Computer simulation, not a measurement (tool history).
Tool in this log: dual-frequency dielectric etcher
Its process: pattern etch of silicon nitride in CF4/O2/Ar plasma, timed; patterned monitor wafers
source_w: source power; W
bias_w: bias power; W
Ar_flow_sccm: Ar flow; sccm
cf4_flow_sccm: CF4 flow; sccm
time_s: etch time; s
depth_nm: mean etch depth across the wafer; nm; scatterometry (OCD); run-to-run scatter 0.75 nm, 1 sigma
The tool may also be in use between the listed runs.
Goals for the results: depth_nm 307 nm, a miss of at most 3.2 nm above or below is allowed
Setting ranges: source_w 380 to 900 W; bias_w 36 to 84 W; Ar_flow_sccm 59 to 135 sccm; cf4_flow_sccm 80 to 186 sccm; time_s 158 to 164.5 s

Run 1, hour 0: source_w 640 W, bias_w 60 W, Ar_flow_sccm 97 sccm, cf4_flow_sccm 133 sccm, time_s 158 s. Result: depth_nm 384.41 nm.
Run 2, hour 7.8: source_w 610 W, bias_w 60 W, Ar_flow_sccm 97 sccm, cf4_flow_sccm 133 sccm, time_s 158 s. Result: depth_nm 369.73 nm.
Run 3, hour 9.7: source_w 680 W, bias_w 60 W, Ar_flow_sccm 97 sccm, cf4_flow_sccm 133 sccm, time_s 158 s. Result: depth_nm 403.47 nm.
Run 4, hour 12.1: source_w 640 W, bias_w 60 W, Ar_flow_sccm 97 sccm, cf4_flow_sccm 133 sccm, time_s 158 s. Result: depth_nm 385.71 nm.
Run 5, hour 20.9: source_w 640 W, bias_w 60 W, Ar_flow_sccm 97 sccm, cf4_flow_sccm 115 sccm, time_s 158 s. Result: depth_nm 377.69 nm.
Run 6, hour 25.7: source_w 640 W, bias_w 53 W, Ar_flow_sccm 97 sccm, cf4_flow_sccm 115 sccm, time_s 158 s. Result: depth_nm 359.41 nm.
Run 7, hour 33: source_w 620 W, bias_w 53 W, Ar_flow_sccm 97 sccm, cf4_flow_sccm 115 sccm, time_s 158 s. Result: depth_nm 349.48 nm.
Run 8, hour 41: source_w 510 W, bias_w 53 W, Ar_flow_sccm 97 sccm, cf4_flow_sccm 115 sccm, time_s 158 s. Result: depth_nm 299.42 nm.

4 candidate next runs follow, results not yet known. Just one meets every target within its allowed miss. Identify it.
Run A, hour 49: source_w 460 W, bias_w 50 W, Ar_flow_sccm 78 sccm, cf4_flow_sccm 126 sccm, time_s 164 s. Result: depth_nm ?.
Run B, hour 49: source_w 480 W, bias_w 49 W, Ar_flow_sccm 102 sccm, cf4_flow_sccm 116 sccm, time_s 164.5 s. Result: depth_nm ?.
Run C, hour 49: source_w 490 W, bias_w 56 W, Ar_flow_sccm 76 sccm, cf4_flow_sccm 121 sccm, time_s 158 s. Result: depth_nm ?.
Run D, hour 49: source_w 490 W, bias_w 51 W, Ar_flow_sccm 92 sccm, cf4_flow_sccm 117 sccm, time_s 158.5 s. Result: depth_nm ?.

move  depth_nm
   A     287.9
   B    286.39
   C    305.26
   D    288.43
A: moves away from the targets compared with the last run
B: moves away from the targets compared with the last run
C: all results in spec
D: moves away from the targets compared with the last run
C is the move that brings every result within its allowed miss.
